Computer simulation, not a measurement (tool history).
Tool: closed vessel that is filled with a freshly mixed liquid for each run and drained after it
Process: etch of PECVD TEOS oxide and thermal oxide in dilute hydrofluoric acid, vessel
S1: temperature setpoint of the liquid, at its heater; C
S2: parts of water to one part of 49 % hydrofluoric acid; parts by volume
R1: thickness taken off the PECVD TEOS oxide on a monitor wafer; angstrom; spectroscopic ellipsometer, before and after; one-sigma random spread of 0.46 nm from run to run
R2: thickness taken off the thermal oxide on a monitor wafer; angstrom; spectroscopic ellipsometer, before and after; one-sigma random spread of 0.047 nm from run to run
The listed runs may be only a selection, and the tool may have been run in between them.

{"run": 1, "hour": 0.0, "S1": 21.0, "S2": 80, "time in the liquid (s)": 145, "R1": 420.16, "R2": 71.912}
{"run": 2, "hour": 1.1, "S1": 24.0, "S2": 80, "time in the liquid (s)": 145, "R1": 480.12, "R2": 81.49}
{"run": 3, "hour": 9.9, "S1": 24.0, "S2": 80, "time in the liquid (s)": 95, "R1": 317.93, "R2": 53.323}
{"run": 4, "hour": 11.7, "S1": 24.0, "S2": 80, "time in the liquid (s)": 145, "R1": 477.4, "R2": 81.279}
{"run": 5, "hour": 19.3, "S1": 26.0, "S2": 80, "time in the liquid (s)": 145, "R1": 517.67, "R2": 87.579}
{"run": 6, "hour": 20.9, "S1": 24.0, "S2": 80, "time in the liquid (s)": 145, "R1": 477.85, "R2": 81.345}
{"run": 7, "hour": 21.9, "S1": 24.0, "S2": 80, "time in the liquid (s)": 145, "R1": 476.68, "R2": 81.185}
{"run": 8, "hour": 22.6, "S1": 25.0, "S2": 75, "time in the liquid (s)": 145, "R1": 536.62, "R2": 91.074}
{"run": 9, "hour": 30.0, "S1": 25.5, "S2": 70, "time in the liquid (s)": 145, "R1": 588.19, "R2": 99.885}

What will run 10 give?
{"run": 10, "hour": 34.8, "S1": 26.0, "S2": 65, "time in the liquid (s)": 145, "R1": "?", "R2": "?"}

{"run 10": {"R1": 653.34, "R2": 110.67}}
